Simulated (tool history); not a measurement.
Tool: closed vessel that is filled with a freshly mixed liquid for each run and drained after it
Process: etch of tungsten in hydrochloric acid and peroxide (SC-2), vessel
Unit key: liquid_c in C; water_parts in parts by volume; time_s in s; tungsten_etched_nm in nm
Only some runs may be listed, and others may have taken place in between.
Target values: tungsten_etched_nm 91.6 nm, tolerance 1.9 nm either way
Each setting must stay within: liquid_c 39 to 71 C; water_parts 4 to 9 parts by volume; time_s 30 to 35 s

Run 1, day 0: liquid_c 55 C, water_parts 5 parts by volume, time_s 35 s. Result: tungsten_etched_nm 34.046 nm.
Run 2, day 0.333: liquid_c 55 C, water_parts 6 parts by volume, time_s 35 s. Result: tungsten_etched_nm 29.644 nm.
Run 3, day 0.517: liquid_c 55 C, water_parts 7.5 parts by volume, time_s 35 s. Result: tungsten_etched_nm 25.039 nm.
Run 4, day 0.712: liquid_c 59 C, water_parts 7 parts by volume, time_s 35 s. Result: tungsten_etched_nm 34.005 nm.
Run 5, day 0.925: liquid_c 59 C, water_parts 6 parts by volume, time_s 35 s. Result: tungsten_etched_nm 38.374 nm.
Run 6, day 1.108: liquid_c 53 C, water_parts 6 parts by volume, time_s 35 s. Result: tungsten_etched_nm 26.181 nm.
Run 7, day 1.425: liquid_c 57.5 C, water_parts 6 parts by volume, time_s 35 s. Result: tungsten_etched_nm 34.965 nm.
Run 8, day 1.517: liquid_c 61 C, water_parts 6 parts by volume, time_s 35 s. Result: tungsten_etched_nm 43.49 nm.
Run 9, day 1.612: liquid_c 63.5 C, water_parts 6 parts by volume, time_s 35 s. Result: tungsten_etched_nm 50.601 nm.
Run 10, day 2: liquid_c 65.5 C, water_parts 5.5 parts by volume, time_s 35 s. Result: tungsten_etched_nm 61.23 nm.
Run 11, day 2.067: liquid_c 67 C, water_parts 5.5 parts by volume, time_s 35 s. Result: tungsten_etched_nm 66.882 nm.

Consider the 4 candidate settings below. Which is the only one whose results all fall within their allowed miss of target?
Run A, day 2.133: liquid_c 69 C, water_parts 4.5 parts by volume, time_s 35 s. Result: tungsten_etched_nm ?.
Run B, day 2.133: liquid_c 71 C, water_parts 5 parts by volume, time_s 35 s. Result: tungsten_etched_nm ?.
Run C, day 2.133: liquid_c 67.5 C, water_parts 4 parts by volume, time_s 35 s. Result: tungsten_etched_nm ?.
Run D, day 2.133: liquid_c 70.5 C, water_parts 4 parts by volume, time_s 30 s. Result: tungsten_etched_nm ?.

move  tungsten_etched_nm
   A              87.473
   B              91.422
   C              86.641
   D               88.77
A: an improvement on the last run, though not all results are within tolerance
B: every result lands within tolerance
C: an improvement on the last run, though not all results are within tolerance
D: an improvement on the last run, though not all results are within tolerance
The move that meets every target is B.

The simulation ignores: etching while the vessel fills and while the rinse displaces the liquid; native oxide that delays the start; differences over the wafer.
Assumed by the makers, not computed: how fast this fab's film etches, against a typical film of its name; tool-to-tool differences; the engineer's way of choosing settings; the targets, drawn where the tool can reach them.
